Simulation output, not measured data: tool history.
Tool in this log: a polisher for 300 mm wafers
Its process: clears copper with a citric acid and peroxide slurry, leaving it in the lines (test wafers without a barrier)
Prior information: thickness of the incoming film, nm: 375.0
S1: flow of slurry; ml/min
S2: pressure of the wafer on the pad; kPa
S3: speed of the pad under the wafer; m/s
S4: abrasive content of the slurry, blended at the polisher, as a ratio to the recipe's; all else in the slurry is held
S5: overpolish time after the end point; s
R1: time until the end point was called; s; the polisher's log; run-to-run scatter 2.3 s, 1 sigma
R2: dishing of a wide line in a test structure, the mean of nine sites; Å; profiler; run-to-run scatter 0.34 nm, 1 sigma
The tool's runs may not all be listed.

run  hour   S1    S2    S3   S4  S5      R1      R2
  1   0.0  135  21.4  1.42  1.0  11  140.23  218.88
  2   1.1  130  17.9  1.40  1.0  12  169.57  200.37
  3   9.1  125  15.2  1.40  1.0  13  199.31  174.77
  4  15.0  125  15.2  1.60  1.0  13  176.57  202.44
  5  17.6  115  13.8  1.56  1.0  14  197.48  191.38
  6  23.7  115  11.0  1.56  1.0  14  240.84  152.60
  7  32.6  110  11.0  1.56  1.0  15  245.69  171.26
  8  38.7  105  11.0  1.56  1.0  15  245.82  167.35
  9  43.1   95   9.7  1.56  1.0  15  281.30  151.30

The next listed run, before its measurement:
 10  46.4  100  9.7  1.56  1.0  15   ?   ?

Run 10 came out at R1 282.57 s, R2 145.42 Å.
